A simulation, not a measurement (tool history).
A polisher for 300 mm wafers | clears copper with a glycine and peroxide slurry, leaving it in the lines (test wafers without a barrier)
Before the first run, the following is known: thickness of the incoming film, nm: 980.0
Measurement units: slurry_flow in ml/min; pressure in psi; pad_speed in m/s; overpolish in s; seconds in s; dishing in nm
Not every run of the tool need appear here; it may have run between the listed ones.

| run | hour | slurry_flow | pressure | pad_speed | overpolish | seconds | dishing |
|---|---|---|---|---|---|---|---|
| 1 | 0 | 295 | 2.8 | 1.28 | 25 | 159.49 | 83.443 |
| 2 | 8 | 270 | 2.8 | 1.28 | 25 | 161.85 | 83.629 |
| 3 | 10.6 | 270 | 2.6 | 1.26 | 26 | 170.44 | 82.66 |
| 4 | 14 | 270 | 2.4 | 1.24 | 27 | 182.13 | 80.249 |
| 5 | 18.9 | 270 | 2.4 | 1.24 | 21 | 187.42 | 65.37 |
| 6 | 21.8 | 270 | 2.4 | 1.12 | 21 | 210.11 | 63.433 |
| 7 | 27.9 | 270 | 2.3 | 1.1 | 23 | 222.03 | 62.504 |

The next listed run, before its measurement:
| 8 | 34.8 | 270 | 2.3 | 1.08 | 25 | ? | ? |

seconds: 216.96 s
dishing: 68.459 nm
